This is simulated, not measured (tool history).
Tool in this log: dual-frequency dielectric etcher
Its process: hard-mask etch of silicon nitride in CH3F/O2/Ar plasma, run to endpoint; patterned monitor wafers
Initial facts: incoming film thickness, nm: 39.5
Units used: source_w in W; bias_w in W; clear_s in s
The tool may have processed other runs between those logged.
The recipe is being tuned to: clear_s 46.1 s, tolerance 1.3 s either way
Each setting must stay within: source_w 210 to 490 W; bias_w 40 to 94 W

run	hour	source_w	bias_w	clear_s
1	0	350	67	53.998
2	2.1	370	68	52.785
3	3.5	400	68	51.81
4	7.2	360	68	52.982
5	12.8	360	61	54.611
6	20.5	360	68	53.166
7	22.4	370	70	52.482
8	25	380	72	51.643
9	32.4	390	74	50.782

Exactly one of the 5 candidate moves below puts every result within its allowed miss. Which one?
A	39.8	300	55	?
B	39.8	420	73	?
C	39.8	400	60	?
D	39.8	350	85	?
E	39.8	420	92	?

move	clear_s
A	59.61
B	49.787
C	53.519
D	50.067
E	46.302
A: the biggest miss grows against the last run
B: an improvement on the last run, though not all results are within tolerance
C: the biggest miss grows against the last run
D: an improvement on the last run, though not all results are within tolerance
E: all results in spec
E meets every target.

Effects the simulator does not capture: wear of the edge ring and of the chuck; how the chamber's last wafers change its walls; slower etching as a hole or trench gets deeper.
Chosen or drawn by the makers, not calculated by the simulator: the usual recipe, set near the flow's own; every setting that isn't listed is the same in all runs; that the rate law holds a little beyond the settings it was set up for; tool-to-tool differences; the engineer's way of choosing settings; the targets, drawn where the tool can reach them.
